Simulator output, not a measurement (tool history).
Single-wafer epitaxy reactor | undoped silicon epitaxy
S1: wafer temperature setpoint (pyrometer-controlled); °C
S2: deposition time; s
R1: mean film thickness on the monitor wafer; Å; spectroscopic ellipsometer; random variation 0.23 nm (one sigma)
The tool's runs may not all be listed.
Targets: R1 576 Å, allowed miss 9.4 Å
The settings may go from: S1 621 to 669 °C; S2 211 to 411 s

run  hour   S1   S2      R1
  1     0  645  311  508.67
  2   2.7  646  311  517.06
  3   6.5  647  311  532.34
  4   7.8  657  311  674.65
  5  12.2  656  311  659.62
  6  16.6  655  311  641.44
  7  23.6  654  311  626.59
     24.4  -- pyrometer calibrated
  8  24.4  653  311  550.44
  9  26.6  654  311  562.63

Which of these 4 next moves meets every target?
  A  28.8  656  289   ?
  B  28.8  657  295   ?
  C  28.8  661  257   ?
  D  28.8  659  274   ?

move      R1
   A  543.79
   B  568.45
   C   544.4
   D  553.64
A: further off than the last run
B: meets every target
C: further off than the last run
D: further off than the last run
Answer: B
